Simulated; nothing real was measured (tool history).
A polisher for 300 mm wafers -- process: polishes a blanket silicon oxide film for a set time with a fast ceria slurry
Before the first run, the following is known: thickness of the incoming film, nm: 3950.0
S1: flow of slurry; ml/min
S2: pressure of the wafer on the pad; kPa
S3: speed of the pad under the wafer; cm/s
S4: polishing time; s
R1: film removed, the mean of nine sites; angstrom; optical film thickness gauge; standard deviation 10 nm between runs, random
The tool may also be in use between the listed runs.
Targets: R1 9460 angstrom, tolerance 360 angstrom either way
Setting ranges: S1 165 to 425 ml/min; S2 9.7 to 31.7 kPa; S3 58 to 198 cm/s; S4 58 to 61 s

run	hour	S1	S2	S3	S4	R1
1	0.0	275	20.7	128	58	12415
2	6.3	315	20.7	128	58	12604
3	10.5	315	19.3	128	58	11842
4	12.9	315	19.3	142	58	13186
5	21.0	315	22.8	142	58	14782
6	25.4	315	22.8	142	61	15774
7	32.9	315	20.7	140	61	14233
8	40.5	315	15.2	136	61	11292
9	45.7	315	14.5	136	61	11015
10	47.0	315	14.5	136	61	11029
11	54.7	315	13.8	136	61	10525
12	59.4	315	13.1	136	61	10244

Which single option among these 4 for the next run brings every result within its allowed miss of target? Just one does.
A	64.1	295	13.1	138	59	?
B	64.1	280	14.5	126	58	?
C	64.1	310	15.2	140	61	?
D	64.1	310	15.2	132	58	?

move	R1
A	10120
B	9655
C	11700
D	10507
A: better than the last run, though not everything is in spec
B: all results land within tolerance of their targets
C: further off than the last run
D: further off than the last run
Correct choice: B, which meets every target

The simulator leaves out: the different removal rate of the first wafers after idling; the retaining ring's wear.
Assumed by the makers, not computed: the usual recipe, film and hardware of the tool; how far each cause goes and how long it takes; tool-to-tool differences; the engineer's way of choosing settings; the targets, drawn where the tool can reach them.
